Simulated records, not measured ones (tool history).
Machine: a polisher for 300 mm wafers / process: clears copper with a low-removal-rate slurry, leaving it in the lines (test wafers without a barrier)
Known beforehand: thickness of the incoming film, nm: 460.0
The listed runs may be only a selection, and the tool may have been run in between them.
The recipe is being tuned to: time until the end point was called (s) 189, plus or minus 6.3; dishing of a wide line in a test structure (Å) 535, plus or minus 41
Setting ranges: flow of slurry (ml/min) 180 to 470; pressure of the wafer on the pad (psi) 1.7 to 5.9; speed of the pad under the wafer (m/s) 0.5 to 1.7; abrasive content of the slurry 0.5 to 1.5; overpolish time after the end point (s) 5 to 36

run	hour	flow of slurry (ml/min)	pressure of the wafer on the pad (psi)	speed of the pad under the wafer (m/s)	abrasive content of the slurry	overpolish time after the end point (s)	time until the end point was called (s)	dishing of a wide line in a test structure (Å)
1	0	300	3.8	1.1	1	18	119.34	473.96
2	0.9	300	3.8	1.1	1	22	121	550.22
3	5.7	300	3.8	1.1	1.15	22	116.34	585.21
4	6.6	300	3.3	1.1	1.15	24	135.65	561.63
5	9.3	300	3.3	0.96	1.15	24	151.96	490.71
6	12.5	300	3.7	0.96	1.15	24	137.76	548.89
7	14.6	300	3.4	0.96	1.15	26	148.66	541.87
8	21.4	300	3.1	0.96	1.15	27	158.83	532.19
9	27	300	2.9	0.96	1.15	28	170.42	521.05
10	32.6	300	2.8	0.96	1.15	29	179.07	487.32
11	38.1	300	2.8	0.96	1.15	30	177.05	515.75

Exercise: of the 4 proposed moves below, exactly one satisfies all targets within the stated allowed misses. Which move is it?
A	43.6	335	2.8	1.04	1.25	32	?	?
B	43.6	215	2	1.36	1.2	26	?	?
C	43.6	180	2.6	1.06	1.05	34	?	?
D	43.6	320	3.2	0.92	1.2	23	?	?

move	time until the end point was called (s)	dishing of a wide line in a test structure (Å)
A	162.44	594.29
B	181.05	454
C	189.66	550.46
D	163.09	464.1
A: the biggest miss grows against the last run
B: roughly where the last run was
C: hits every target within its allowed miss
D: the biggest miss grows against the last run
Correct choice: C, which meets every target
